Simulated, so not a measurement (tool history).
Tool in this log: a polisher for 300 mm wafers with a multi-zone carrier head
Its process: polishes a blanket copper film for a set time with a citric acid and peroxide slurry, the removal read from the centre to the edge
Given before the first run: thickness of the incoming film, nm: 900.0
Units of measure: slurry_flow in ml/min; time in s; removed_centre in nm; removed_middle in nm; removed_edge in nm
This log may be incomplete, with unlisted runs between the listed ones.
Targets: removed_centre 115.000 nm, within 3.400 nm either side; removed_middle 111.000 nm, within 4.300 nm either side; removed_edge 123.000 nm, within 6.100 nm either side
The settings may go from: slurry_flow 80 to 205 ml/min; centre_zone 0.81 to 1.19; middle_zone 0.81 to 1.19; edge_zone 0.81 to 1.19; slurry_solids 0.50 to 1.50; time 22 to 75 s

run  hour  slurry_flow  centre_zone  middle_zone  edge_zone  slurry_solids  time  removed_centre  removed_middle  removed_edge
  1   0.0          135         1.00         1.00       1.00           1.00    48          88.235          86.688        86.887
  2   8.8          135         1.00         1.00       1.00           1.20    48          92.013          87.399        91.438
  3  12.0          135         1.00         1.00       1.00           1.20    41          77.658          76.027        76.652
  4  15.5          135         1.00         0.93       1.00           1.20    41          77.631          71.718        77.683
  5  24.2          135         1.00         0.86       1.00           1.20    41          77.628          66.240        78.738
  6  31.8          135         1.00         0.86       1.00           1.05    41          76.599          65.329        75.352
  7  34.3          140         1.01         0.92       1.04           1.20    46          88.727          79.276        90.275
  8  41.4          140         1.01         0.92       1.04           1.20    46          88.612          81.353        86.657
  9  48.0          130         0.99         0.93       1.04           1.30    51          95.945          91.485        99.051
 10  56.3          145         0.99         0.93       1.08           1.35    52         100.150          93.836       104.890
 11  62.6          150         0.99         0.95       1.11           1.40    53         105.080          98.852       110.040
 12  63.3          160         0.99         0.96       1.13           1.45    54         107.510         104.640       114.730
 13  67.1          165         1.00         0.96       1.15           1.45    54         109.200         101.880       116.370
 14  68.9          170         1.00         0.98       1.16           1.45    54         111.670         103.170       115.440
 15  73.5          170         0.99         0.98       1.16           1.45    55         110.890         106.400       118.470
 16  80.4          170         0.99         0.99       1.17           1.45    55         111.260         110.150       123.150
 17  85.2          175         0.99         0.99       1.17           1.45    55         111.400         109.030       124.340

Of the 4 settings listed for the next run, only one would bring every result within its allowed miss of target. Which one?
  A  90.0          130         1.01         1.01       1.15           1.45    58               ?               ?             ?
  B  90.0          115         0.90         0.93       1.04           1.15    66               ?               ?             ?
  C  90.0          190         0.93         0.92       1.19           1.35    56               ?               ?             ?
  D  90.0          190         1.06         0.90       1.19           1.35    56               ?               ?             ?

move  removed_centre  removed_middle  removed_edge
   A         113.980         112.560       120.550
   B         108.070         112.340       123.400
   C         106.710         105.190       122.140
   D         121.730         103.220       122.170
A: every result within its allowed miss
B: lands further from the targets than the last run did
C: lands further from the targets than the last run did
D: the result that was furthest off in the last run now lies on the other side of its target
Correct choice: A, which meets every target
